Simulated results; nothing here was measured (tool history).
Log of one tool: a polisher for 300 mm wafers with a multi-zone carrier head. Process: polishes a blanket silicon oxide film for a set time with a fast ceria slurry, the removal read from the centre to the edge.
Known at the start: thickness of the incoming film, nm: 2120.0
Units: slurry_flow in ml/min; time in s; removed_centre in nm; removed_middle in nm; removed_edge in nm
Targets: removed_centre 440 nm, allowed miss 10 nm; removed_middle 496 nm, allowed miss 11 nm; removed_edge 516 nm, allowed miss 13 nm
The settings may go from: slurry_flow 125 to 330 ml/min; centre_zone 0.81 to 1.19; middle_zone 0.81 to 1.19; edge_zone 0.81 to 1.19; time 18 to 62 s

run	day	slurry_flow	centre_zone	middle_zone	edge_zone	time	removed_centre	removed_middle	removed_edge
1	0	210	1	1	1	40	839.37	885.89	927.05
2	0.258	205	0.98	0.99	0.98	37	764.1	804.54	846.07
3	0.488	205	1.04	0.99	0.98	37	800.37	807.74	844.84
4	0.55	205	1.12	0.99	0.98	37	858.16	817.28	847.53
5	0.733	230	1.12	0.99	0.98	37	884.78	819.98	856.71
6	0.829	230	1.09	0.99	0.98	37	867.05	814.67	862.49
7	0.967	215	1.06	0.98	0.96	35	774.77	764.63	794.02
8	1.121	210	1.04	0.96	0.94	34	734.99	734.83	760.91
9	1.171	205	1.02	0.94	0.93	33	692.19	695.23	741.35
10	1.538	200	1.01	0.93	0.92	32	663.33	669.96	706.92
# day 1.75: centre zone pressure recalibrated
11	1.75	140	0.91	0.83	0.82	24	440.8	428.78	478.71
12	1.983	150	0.9	0.84	0.82	24	447.19	439.1	479.38

5 next moves are on the table. One of them brings every result within its allowed miss. Which?
A	2.217	130	0.85	0.93	0.85	26	?	?	?
B	2.217	175	0.84	0.88	0.89	25	?	?	?
C	2.217	155	0.88	0.9	0.83	25	?	?	?
D	2.217	160	0.83	0.92	0.84	24	?	?	?
E	2.217	130	0.81	0.87	0.98	26	?	?	?

move	removed_centre	removed_middle	removed_edge
A	441.8	500.3	521.57
B	452.75	494.28	537.51
C	461.67	490.15	511.65
D	421.05	481.5	496.08
E	420.66	476.69	557.42
A: meets every target
B: brings the result that was furthest off to its target, and leaves another outside
C: brings the result that was furthest off to its target, and leaves another outside
D: nearer than the last run, and not there yet
E: nearer than the last run, and not there yet
The right move is A.

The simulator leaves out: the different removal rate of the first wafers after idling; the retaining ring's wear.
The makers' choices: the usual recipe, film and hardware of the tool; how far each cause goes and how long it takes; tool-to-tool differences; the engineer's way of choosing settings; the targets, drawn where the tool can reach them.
